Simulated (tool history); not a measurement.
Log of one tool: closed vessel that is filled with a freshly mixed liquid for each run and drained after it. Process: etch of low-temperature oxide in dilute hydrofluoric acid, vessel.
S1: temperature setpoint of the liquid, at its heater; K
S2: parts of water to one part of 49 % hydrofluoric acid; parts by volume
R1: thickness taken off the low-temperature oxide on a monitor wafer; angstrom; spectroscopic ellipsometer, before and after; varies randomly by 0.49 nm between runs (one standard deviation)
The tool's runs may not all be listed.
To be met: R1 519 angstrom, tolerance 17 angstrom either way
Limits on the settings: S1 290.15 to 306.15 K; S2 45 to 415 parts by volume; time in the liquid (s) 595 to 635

Run 1, hour 0: S1 298.15 K, S2 230 parts by volume, time in the liquid (s) 595. Result: R1 328.54 angstrom.
Run 2, hour 4.2: S1 298.15 K, S2 300 parts by volume, time in the liquid (s) 595. Result: R1 234.23 angstrom.
Run 3, hour 10.5: S1 298.15 K, S2 270 parts by volume, time in the liquid (s) 595. Result: R1 271.76 angstrom.
Run 4, hour 12.1: S1 298.15 K, S2 350 parts by volume, time in the liquid (s) 595. Result: R1 194.03 angstrom.
Run 5, hour 14.4: S1 299.65 K, S2 315 parts by volume, time in the liquid (s) 595. Result: R1 236.58 angstrom.
Run 6, hour 20.6: S1 300.65 K, S2 290 parts by volume, time in the liquid (s) 595. Result: R1 265.98 angstrom.
Run 7, hour 22.8: S1 301.65 K, S2 265 parts by volume, time in the liquid (s) 595. Result: R1 313.83 angstrom.
Run 8, hour 29.4: S1 302.65 K, S2 245 parts by volume, time in the liquid (s) 595. Result: R1 362.56 angstrom.
Run 9, hour 36.4: S1 303.15 K, S2 235 parts by volume, time in the liquid (s) 595. Result: R1 392.57 angstrom.
Run 10, hour 44.5: S1 303.65 K, S2 225 parts by volume, time in the liquid (s) 595. Result: R1 415.81 angstrom.
Run 11, hour 50.1: S1 304.15 K, S2 220 parts by volume, time in the liquid (s) 595. Result: R1 429.61 angstrom.
Run 12, hour 53: S1 304.65 K, S2 215 parts by volume, time in the liquid (s) 595. Result: R1 457.44 angstrom.
Run 13, hour 60.2: S1 305.15 K, S2 210 parts by volume, time in the liquid (s) 595. Result: R1 472.38 angstrom.
Run 14, hour 62: S1 306.15 K, S2 195 parts by volume, time in the liquid (s) 595. Result: R1 536.4 angstrom.

Which single option among these 4 for the next run brings every result within its allowed miss of target? Just one does.
Run A, hour 63.8: S1 305.65 K, S2 200 parts by volume, time in the liquid (s) 635. Result: R1 ?.
Run B, hour 63.8: S1 305.65 K, S2 185 parts by volume, time in the liquid (s) 595. Result: R1 ?.
Run C, hour 63.8: S1 306.15 K, S2 195 parts by volume, time in the liquid (s) 630. Result: R1 ?.
Run D, hour 63.8: S1 303.65 K, S2 200 parts by volume, time in the liquid (s) 635. Result: R1 ?.

move      R1
   A  548.21
   B  566.31
   C  570.99
   D  512.19
A: lands further from the targets than the last run did
B: lands further from the targets than the last run did
C: lands further from the targets than the last run did
D: all results in spec
So the answer is move D, the one that meets all the targets.

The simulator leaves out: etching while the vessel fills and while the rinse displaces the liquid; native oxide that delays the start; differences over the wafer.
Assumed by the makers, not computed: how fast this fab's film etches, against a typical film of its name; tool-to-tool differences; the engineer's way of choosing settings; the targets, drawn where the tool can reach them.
